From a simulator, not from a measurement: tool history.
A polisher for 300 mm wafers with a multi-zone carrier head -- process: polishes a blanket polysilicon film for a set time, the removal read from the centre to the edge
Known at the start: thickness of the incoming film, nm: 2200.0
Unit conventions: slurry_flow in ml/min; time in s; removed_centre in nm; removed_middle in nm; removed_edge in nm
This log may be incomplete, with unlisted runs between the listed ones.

run,hour,slurry_flow,centre_zone,middle_zone,edge_zone,time,removed_centre,removed_middle,removed_edge
1,0,265,1,1,1,55,421.72,413.77,422.78
2,7.7,265,0.99,1.01,1.02,56,428.61,428.38,436.76
3,15.3,265,0.99,0.96,1.02,56,418.26,401.52,435.02
4,19.9,265,0.98,0.97,1.03,57,430.03,427.53,445.16
5,24.9,265,0.98,0.97,1.11,57,427.57,415.57,460.47
6,29.5,265,1.03,0.97,1.11,57,452.7,419.35,465.4
7,34.9,265,1.02,0.98,1.12,58,448.9,434.68,472.93
8,38,265,1.01,0.98,1.13,59,453.57,433.35,478.73
9,44.5,265,1,0.99,1.14,60,455.9,458.03,487.79

What does the tool deliver on the next run?
10,46.4,290,0.94,0.99,1.19,71,?,?,?

Run 10 gave removed_centre 524.85 nm, removed_middle 532.03 nm, removed_edge 597.74 nm.
